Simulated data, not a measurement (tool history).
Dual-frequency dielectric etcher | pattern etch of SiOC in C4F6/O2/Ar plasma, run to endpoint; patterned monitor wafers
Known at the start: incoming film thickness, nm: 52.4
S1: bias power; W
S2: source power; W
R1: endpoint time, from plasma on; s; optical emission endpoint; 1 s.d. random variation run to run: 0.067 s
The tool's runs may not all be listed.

| run | hour | S1 | S2 | R1 |
|---|---|---|---|---|
| 1 | 0 | 414 | 340 | 21.305 |
| 2 | 7.7 | 414 | 380 | 19.959 |
| 3 | 10.5 | 479 | 380 | 18.698 |
| 4 | 18.9 | 479 | 400 | 18.263 |
| 5 | 23.4 | 488 | 400 | 18.025 |
| 6 | 29.1 | 432 | 400 | 19.085 |
| 7 | 36.6 | 449 | 400 | 18.841 |
| 8 | 42 | 464 | 400 | 18.535 |

Run 9 is up next; what results do you expect?
| 9 | 42.9 | 464 | 400 | ? |

Run 9 produced R1 18.415 s.
